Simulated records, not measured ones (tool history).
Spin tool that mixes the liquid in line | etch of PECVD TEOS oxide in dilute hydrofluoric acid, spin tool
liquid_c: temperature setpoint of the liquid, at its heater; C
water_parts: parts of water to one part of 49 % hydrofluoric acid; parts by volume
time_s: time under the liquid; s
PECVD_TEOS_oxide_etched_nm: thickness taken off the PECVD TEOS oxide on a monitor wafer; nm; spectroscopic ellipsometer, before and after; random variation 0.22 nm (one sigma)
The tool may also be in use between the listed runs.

Run 1, hour 0: liquid_c 22 C, water_parts 245 parts by volume, time_s 235 s. Result: PECVD_TEOS_oxide_etched_nm 8.488 nm.
Run 2, hour 2.9: liquid_c 22 C, water_parts 245 parts by volume, time_s 250 s. Result: PECVD_TEOS_oxide_etched_nm 9.0004 nm.
Run 3, hour 6.1: liquid_c 23 C, water_parts 225 parts by volume, time_s 250 s. Result: PECVD_TEOS_oxide_etched_nm 10.647 nm.
Run 4, hour 10.3: liquid_c 23 C, water_parts 170 parts by volume, time_s 250 s. Result: PECVD_TEOS_oxide_etched_nm 14.692 nm.
Run 5, hour 18.4: liquid_c 23 C, water_parts 170 parts by volume, time_s 235 s. Result: PECVD_TEOS_oxide_etched_nm 13.946 nm.
Run 6, hour 26.4: liquid_c 23 C, water_parts 170 parts by volume, time_s 235 s. Result: PECVD_TEOS_oxide_etched_nm 13.919 nm.
Run 7, hour 32.6: liquid_c 24 C, water_parts 160 parts by volume, time_s 235 s. Result: PECVD_TEOS_oxide_etched_nm 15.694 nm.
Run 8, hour 41: liquid_c 25 C, water_parts 155 parts by volume, time_s 235 s. Result: PECVD_TEOS_oxide_etched_nm 16.807 nm.

Run 9 comes next. What will it give?
At hour 42.3: hydrofluoric acid flow meter replaced.
Run 9, hour 42.3: liquid_c 25.5 C, water_parts 150 parts by volume, time_s 235 s. Result: PECVD_TEOS_oxide_etched_nm ?.

Run 9 gave PECVD_TEOS_oxide_etched_nm 20.171 nm.
